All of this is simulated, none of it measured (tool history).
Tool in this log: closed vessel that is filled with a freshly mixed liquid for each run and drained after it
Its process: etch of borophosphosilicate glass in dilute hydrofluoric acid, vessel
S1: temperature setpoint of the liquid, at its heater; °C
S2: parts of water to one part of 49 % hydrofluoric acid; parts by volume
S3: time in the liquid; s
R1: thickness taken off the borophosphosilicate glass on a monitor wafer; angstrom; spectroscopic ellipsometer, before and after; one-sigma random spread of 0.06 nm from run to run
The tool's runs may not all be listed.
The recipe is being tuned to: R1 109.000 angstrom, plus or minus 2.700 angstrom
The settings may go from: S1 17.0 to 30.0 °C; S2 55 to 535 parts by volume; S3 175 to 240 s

run,day,S1,S2,S3,R1
1,0.000,22.0,295,240,200.210
2,0.221,19.5,295,240,182.720
3,0.292,19.5,305,240,174.120
4,0.604,19.5,390,240,128.050
5,0.704,18.0,400,240,117.510
6,1.050,18.0,505,240,85.306
7,1.133,18.5,505,240,86.972
8,1.400,19.0,505,240,88.136
9,1.483,19.5,505,240,90.184
10,1.675,20.0,505,240,92.055
11,1.717,20.5,505,240,93.428
12,2.012,21.0,505,240,93.912
13,2.338,21.5,505,240,95.920

Which one of the following 4 next-run settings gets every result inside its allowed miss? There is exactly one.
A,2.662,21.5,445,240,?
B,2.662,19.5,420,240,?
C,2.662,18.0,425,240,?
D,2.662,23.0,535,225,?

move,R1
A,114.560
B,115.760
C,108.130
D,87.156
A: takes the biggest miss from the last run beyond its target
B: takes the biggest miss from the last run beyond its target
C: meets every target
D: further off than the last run
The right move is C.

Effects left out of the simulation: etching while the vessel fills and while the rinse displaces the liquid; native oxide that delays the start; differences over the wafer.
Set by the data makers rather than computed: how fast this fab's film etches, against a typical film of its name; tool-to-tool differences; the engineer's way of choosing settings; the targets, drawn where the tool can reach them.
